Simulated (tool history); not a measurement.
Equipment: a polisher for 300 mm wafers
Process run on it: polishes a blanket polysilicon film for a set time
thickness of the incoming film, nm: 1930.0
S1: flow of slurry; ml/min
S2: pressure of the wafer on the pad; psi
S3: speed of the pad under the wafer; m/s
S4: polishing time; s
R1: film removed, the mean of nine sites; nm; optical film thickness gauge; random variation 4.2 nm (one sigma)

run  hour   S1   S2    S3  S4      R1
  1     0  245    3  1.12  44  488.52
  2   1.7  245  2.6  1.12  44  427.88
  3   9.4  245    3  1.12  44  497.97
  4  15.3  245  2.8  1.12  44  458.21
     17.8  -- head pressure recalibrated
  5  17.8  245  2.6  1.12  44  413.26
  6  25.3  245  2.5  1.12  44  402.41
  7    30  245  2.4  1.12  44  376.65
  8  37.9  245  2.3  1.12  44  361.03

What does the tool deliver on the next run?
  9  39.8  245  1.9  1.1  44   ?

{"run 9": {"R1": 298.94}}

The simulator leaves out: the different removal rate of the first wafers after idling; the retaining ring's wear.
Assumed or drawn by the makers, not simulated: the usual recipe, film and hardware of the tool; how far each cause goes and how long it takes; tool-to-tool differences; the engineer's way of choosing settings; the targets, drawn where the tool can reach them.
